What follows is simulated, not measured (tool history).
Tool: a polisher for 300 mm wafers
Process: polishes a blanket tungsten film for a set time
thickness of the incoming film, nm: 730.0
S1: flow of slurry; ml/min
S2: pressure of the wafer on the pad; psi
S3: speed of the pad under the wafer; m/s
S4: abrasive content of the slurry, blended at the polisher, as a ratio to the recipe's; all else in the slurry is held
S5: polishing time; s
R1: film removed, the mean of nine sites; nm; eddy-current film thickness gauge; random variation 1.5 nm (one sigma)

{"run": 1, "hour": 0.0, "S1": 250, "S2": 4.3, "S3": 1.4, "S4": 1.0, "S5": 24, "R1": 218.65}
{"run": 2, "hour": 7.7, "S1": 250, "S2": 4.3, "S3": 1.4, "S4": 1.0, "S5": 24, "R1": 218.17}
{"run": 3, "hour": 14.4, "S1": 250, "S2": 5.2, "S3": 1.4, "S4": 1.0, "S5": 24, "R1": 261.21}
{"run": 4, "hour": 18.9, "S1": 250, "S2": 4.5, "S3": 1.4, "S4": 1.0, "S5": 24, "R1": 235.15}
{"run": 5, "hour": 23.7, "S1": 250, "S2": 4.5, "S3": 1.26, "S4": 1.0, "S5": 24, "R1": 212.08}
{"run": 6, "hour": 27.4, "S1": 250, "S2": 5.2, "S3": 1.26, "S4": 1.0, "S5": 24, "R1": 243.89}
{"run": 7, "hour": 28.9, "S1": 250, "S2": 4.8, "S3": 1.22, "S4": 1.0, "S5": 24, "R1": 211.9}

Forecast run 8:
{"run": 8, "hour": 32.3, "S1": 250, "S2": 4.4, "S3": 1.2, "S4": 1.0, "S5": 24, "R1": "?"}

R1: 198.99 nm

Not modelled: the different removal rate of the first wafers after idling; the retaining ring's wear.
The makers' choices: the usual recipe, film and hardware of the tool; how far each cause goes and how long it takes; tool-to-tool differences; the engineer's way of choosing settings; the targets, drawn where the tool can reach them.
